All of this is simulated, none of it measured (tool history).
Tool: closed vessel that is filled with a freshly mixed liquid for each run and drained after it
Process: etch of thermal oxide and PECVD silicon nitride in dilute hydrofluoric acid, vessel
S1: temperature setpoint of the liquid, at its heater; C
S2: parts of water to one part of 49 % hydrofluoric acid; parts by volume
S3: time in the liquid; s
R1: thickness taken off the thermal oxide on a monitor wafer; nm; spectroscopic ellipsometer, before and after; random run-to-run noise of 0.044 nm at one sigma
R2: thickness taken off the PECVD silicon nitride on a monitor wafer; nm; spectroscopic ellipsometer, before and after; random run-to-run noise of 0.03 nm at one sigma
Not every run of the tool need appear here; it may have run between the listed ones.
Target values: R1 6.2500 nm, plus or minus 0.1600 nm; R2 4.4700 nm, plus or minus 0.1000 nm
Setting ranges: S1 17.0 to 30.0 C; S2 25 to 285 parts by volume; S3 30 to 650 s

run,hour,S1,S2,S3,R1,R2
1,0.0,22.0,155,330,8.3591,6.5313
2,7.3,22.0,105,330,13.1210,9.6751
3,15.5,22.0,80,330,17.7970,12.6410
4,20.7,21.5,95,330,14.4600,10.3040
5,22.5,21.0,105,330,12.6060,9.1128
6,27.7,21.0,105,280,10.7210,7.6930
7,33.8,17.5,170,290,5.5575,3.9233
8,36.1,18.0,165,285,5.7497,4.0976
9,38.1,18.5,160,280,5.8976,4.2908

4 next moves are on the table. One of them brings every result within its allowed miss. Which?
A,40.1,18.0,170,320,?,?
B,40.1,18.5,140,260,?,?
C,40.1,20.5,185,305,?,?
D,40.1,22.5,210,290,?,?

move,R1,R2
A,6.2345,4.4186
B,6.4663,4.4811
C,5.9376,4.5828
D,5.2318,4.3817
A: every result lands within tolerance
B: carries the result that was furthest off beyond its target, to the other side
C: better than the last run, though not everything is in spec
D: the biggest miss grows against the last run
Go with A: it meets all targets.
